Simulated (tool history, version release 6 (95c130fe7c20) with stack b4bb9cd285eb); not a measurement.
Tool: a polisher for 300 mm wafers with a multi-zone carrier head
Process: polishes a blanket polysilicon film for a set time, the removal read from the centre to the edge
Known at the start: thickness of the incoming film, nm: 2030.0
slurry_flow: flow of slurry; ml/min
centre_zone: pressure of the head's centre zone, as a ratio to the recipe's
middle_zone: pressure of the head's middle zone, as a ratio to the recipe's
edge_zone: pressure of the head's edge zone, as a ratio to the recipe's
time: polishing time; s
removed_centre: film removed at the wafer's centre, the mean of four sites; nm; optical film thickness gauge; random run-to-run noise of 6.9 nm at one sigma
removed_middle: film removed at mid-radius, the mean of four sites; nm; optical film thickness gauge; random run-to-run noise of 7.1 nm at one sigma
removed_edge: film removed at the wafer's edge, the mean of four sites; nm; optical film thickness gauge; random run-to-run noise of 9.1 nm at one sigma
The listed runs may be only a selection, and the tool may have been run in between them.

Run 1, hour 0.0: slurry_flow 280 ml/min, centre_zone 1.00, middle_zone 1.00, edge_zone 1.00, time 81 s. Result: removed_centre 586.89 nm, removed_middle 585.11 nm, removed_edge 570.32 nm.
Run 2, hour 3.7: slurry_flow 290 ml/min, centre_zone 1.00, middle_zone 1.03, edge_zone 1.02, time 82 s. Result: removed_centre 596.37 nm, removed_middle 597.43 nm, removed_edge 589.38 nm.
Run 3, hour 9.6: slurry_flow 290 ml/min, centre_zone 1.00, middle_zone 1.03, edge_zone 0.95, time 82 s. Result: removed_centre 600.20 nm, removed_middle 606.28 nm, removed_edge 588.27 nm.
Run 4, hour 11.2: slurry_flow 295 ml/min, centre_zone 1.01, middle_zone 1.07, edge_zone 0.94, time 82 s. Result: removed_centre 620.87 nm, removed_middle 627.98 nm, removed_edge 568.05 nm.
Run 5, hour 17.9: slurry_flow 295 ml/min, centre_zone 0.98, middle_zone 1.07, edge_zone 0.94, time 82 s. Result: removed_centre 583.56 nm, removed_middle 626.83 nm, removed_edge 563.80 nm.
Run 6, hour 26.6: slurry_flow 295 ml/min, centre_zone 0.92, middle_zone 1.07, edge_zone 0.94, time 82 s. Result: removed_centre 547.17 nm, removed_middle 630.28 nm, removed_edge 572.83 nm.

For run 7, what comes out?
Run 7, hour 33.0: slurry_flow 300 ml/min, centre_zone 0.94, middle_zone 1.07, edge_zone 0.95, time 84 s. Result: removed_centre ?, removed_middle ?, removed_edge ?.

removed_centre: 579.12 nm
removed_middle: 629.56 nm
removed_edge: 583.63 nm
